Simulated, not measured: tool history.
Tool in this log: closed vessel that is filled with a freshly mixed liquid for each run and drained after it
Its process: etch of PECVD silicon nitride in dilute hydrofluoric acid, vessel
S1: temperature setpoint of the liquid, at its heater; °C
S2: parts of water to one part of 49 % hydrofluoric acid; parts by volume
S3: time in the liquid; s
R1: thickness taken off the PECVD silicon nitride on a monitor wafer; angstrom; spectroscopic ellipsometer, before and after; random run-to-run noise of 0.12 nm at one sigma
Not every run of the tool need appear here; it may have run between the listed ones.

Run 1, hour 0.0: S1 21.0 °C, S2 55 parts by volume, S3 775 s. Result: R1 199.42 angstrom.
Run 2, hour 4.6: S1 20.0 °C, S2 55 parts by volume, S3 775 s. Result: R1 187.67 angstrom.
Run 3, hour 13.2: S1 19.5 °C, S2 55 parts by volume, S3 775 s. Result: R1 180.92 angstrom.
Run 4, hour 20.4: S1 19.0 °C, S2 55 parts by volume, S3 775 s. Result: R1 174.15 angstrom.
Run 5, hour 24.3: S1 18.5 °C, S2 55 parts by volume, S3 775 s. Result: R1 167.84 angstrom.
Run 6, hour 30.7: S1 18.5 °C, S2 45 parts by volume, S3 775 s. Result: R1 207.24 angstrom.
Run 7, hour 34.6: S1 18.0 °C, S2 45 parts by volume, S3 775 s. Result: R1 199.54 angstrom.

Forecast run 8:
Run 8, hour 41.3: S1 17.5 °C, S2 45 parts by volume, S3 775 s. Result: R1 ?.

Run 8 gave R1 191.22 angstrom.
